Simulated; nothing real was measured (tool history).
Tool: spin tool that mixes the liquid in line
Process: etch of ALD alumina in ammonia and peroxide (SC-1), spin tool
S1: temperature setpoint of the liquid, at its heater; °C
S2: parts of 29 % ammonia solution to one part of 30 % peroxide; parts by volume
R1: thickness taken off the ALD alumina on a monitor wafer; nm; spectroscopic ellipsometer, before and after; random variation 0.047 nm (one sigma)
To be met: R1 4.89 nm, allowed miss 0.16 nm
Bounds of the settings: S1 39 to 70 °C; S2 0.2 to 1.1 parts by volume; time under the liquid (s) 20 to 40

run 1 hour=0 | S1=55 S2=0.6 time_under_the_liquid_(s)=40 | R1=3.1536
run 2 hour=2.3 | S1=55 S2=0.7 time_under_the_liquid_(s)=40 | R1=3.1325
run 3 hour=4.7 | S1=56.5 S2=0.7 time_under_the_liquid_(s)=40 | R1=3.441
run 4 hour=8.1 | S1=60.5 S2=0.7 time_under_the_liquid_(s)=40 | R1=4.1512
run 5 hour=14.1 | S1=61 S2=0.7 time_under_the_liquid_(s)=40 | R1=4.3146
run 6 hour=22.3 | S1=61.5 S2=0.7 time_under_the_liquid_(s)=40 | R1=4.4273
run 7 hour=31.3 | S1=62 S2=0.7 time_under_the_liquid_(s)=40 | R1=4.4979
run 8 hour=35.4 | S1=62.5 S2=0.7 time_under_the_liquid_(s)=40 | R1=4.6978

5 next moves are on the table. One of them brings every result within its allowed miss. Which?
run A hour=39.5 | S1=62.5 S2=0.6 time_under_the_liquid_(s)=40 | R1=?
run B hour=39.5 | S1=65 S2=0.75 time_under_the_liquid_(s)=40 | R1=?
run C hour=39.5 | S1=61 S2=0.85 time_under_the_liquid_(s)=40 | R1=?
run D hour=39.5 | S1=63 S2=0.85 time_under_the_liquid_(s)=40 | R1=?
run E hour=39.5 | S1=65 S2=0.65 time_under_the_liquid_(s)=40 | R1=?

move=A R1=4.5619
move=B R1=5.2798
move=C R1=4.3691
move=D R1=4.8346
move=E R1=5.209
A: further off than the last run
B: takes the result that was furthest off past its target
C: further off than the last run
D: meets every target
E: takes the result that was furthest off past its target
The right move is D.

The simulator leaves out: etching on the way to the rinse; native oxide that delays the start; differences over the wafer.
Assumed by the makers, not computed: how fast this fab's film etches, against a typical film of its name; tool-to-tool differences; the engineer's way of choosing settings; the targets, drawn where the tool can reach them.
